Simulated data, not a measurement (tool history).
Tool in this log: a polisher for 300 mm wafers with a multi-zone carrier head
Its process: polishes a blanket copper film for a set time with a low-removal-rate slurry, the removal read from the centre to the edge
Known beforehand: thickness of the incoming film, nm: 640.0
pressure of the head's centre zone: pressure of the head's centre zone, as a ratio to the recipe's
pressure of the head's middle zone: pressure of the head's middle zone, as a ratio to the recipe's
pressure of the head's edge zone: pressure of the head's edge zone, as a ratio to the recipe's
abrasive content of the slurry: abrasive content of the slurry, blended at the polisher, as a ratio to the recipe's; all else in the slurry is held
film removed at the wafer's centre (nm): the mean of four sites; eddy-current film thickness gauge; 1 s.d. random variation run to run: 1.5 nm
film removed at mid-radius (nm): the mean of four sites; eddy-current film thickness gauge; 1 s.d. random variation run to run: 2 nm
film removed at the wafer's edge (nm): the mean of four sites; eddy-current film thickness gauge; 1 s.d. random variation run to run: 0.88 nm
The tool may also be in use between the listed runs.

run	hour	flow of slurry (ml/min)	pressure of the head's centre zone	pressure of the head's middle zone	pressure of the head's edge zone	abrasive content of the slurry	polishing time (s)	film removed at the wafer's centre (nm)	film removed at mid-radius (nm)	film removed at the wafer's edge (nm)
1	0	220	1	1	1	1	75	226.92	244.52	249.73
2	5.2	220	1	1	1	1	61	186.08	197.12	204.2
3	7.9	215	0.99	1	0.98	0.9	58	173.83	187.02	186.38
4	10.2	210	0.97	0.98	0.97	0.85	56	165.01	169.75	176.42
5	18.6	205	0.95	0.98	0.96	0.8	55	149.85	163.63	168.21
# hour 26.7: centre zone pressure recalibrated
6	26.7	205	0.95	0.98	0.96	0.7	55	155.54	164.44	163.64
7	30	205	0.95	0.98	0.96	0.7	55	153.8	159.2	165.29
8	36.2	200	0.94	0.98	0.94	0.65	54	146.46	153.97	156.56
9	42.5	195	0.93	0.98	0.92	0.65	54	146.2	158.02	154.24
10	47.5	190	0.91	0.96	0.91	0.65	54	143.09	153.06	153.24
11	53.2	185	0.9	0.95	0.9	0.65	53	139.9	146.74	147.24
12	61.9	180	0.89	0.95	0.9	0.65	53	136.32	151.81	148.51
13	66	180	0.88	0.94	0.89	0.65	53	134.92	147.57	147.91
14	74.2	175	0.87	0.93	0.88	0.65	53	134.8	141.37	145.55

What does the tool deliver on the next run?
15	82.5	160	0.81	0.95	0.83	0.5	51	?	?	?

film removed at the wafer's centre (nm): 109.29
film removed at mid-radius (nm): 135.24
film removed at the wafer's edge (nm): 127.62
